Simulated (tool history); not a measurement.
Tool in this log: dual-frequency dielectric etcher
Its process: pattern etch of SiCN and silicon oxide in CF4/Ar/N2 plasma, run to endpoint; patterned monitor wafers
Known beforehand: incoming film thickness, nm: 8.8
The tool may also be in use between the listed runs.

run 1 hour=0.0 | source_power_(kW)=0.550 bias_power_(kW)=0.090 Ar_flow_(sccm)=131 CF4_flow_(sccm)=57 | endpoint_time_(s)=8.6961
run 2 hour=6.9 | source_power_(kW)=0.550 bias_power_(kW)=0.098 Ar_flow_(sccm)=131 CF4_flow_(sccm)=57 | endpoint_time_(s)=8.5437
run 3 hour=15.7 | source_power_(kW)=0.500 bias_power_(kW)=0.098 Ar_flow_(sccm)=131 CF4_flow_(sccm)=57 | endpoint_time_(s)=9.2451
run 4 hour=18.0 | source_power_(kW)=0.500 bias_power_(kW)=0.098 Ar_flow_(sccm)=131 CF4_flow_(sccm)=53 | endpoint_time_(s)=9.2715
run 5 hour=19.9 | source_power_(kW)=0.590 bias_power_(kW)=0.098 Ar_flow_(sccm)=131 CF4_flow_(sccm)=53 | endpoint_time_(s)=8.1181
run 6 hour=25.4 | source_power_(kW)=0.520 bias_power_(kW)=0.097 Ar_flow_(sccm)=132 CF4_flow_(sccm)=53 | endpoint_time_(s)=9.0421

For run 7, what comes out?
run 7 hour=29.8 | source_power_(kW)=0.520 bias_power_(kW)=0.097 Ar_flow_(sccm)=132 CF4_flow_(sccm)=53 | endpoint_time_(s)=?

{"run 7": {"endpoint time (s)": 8.9432}}

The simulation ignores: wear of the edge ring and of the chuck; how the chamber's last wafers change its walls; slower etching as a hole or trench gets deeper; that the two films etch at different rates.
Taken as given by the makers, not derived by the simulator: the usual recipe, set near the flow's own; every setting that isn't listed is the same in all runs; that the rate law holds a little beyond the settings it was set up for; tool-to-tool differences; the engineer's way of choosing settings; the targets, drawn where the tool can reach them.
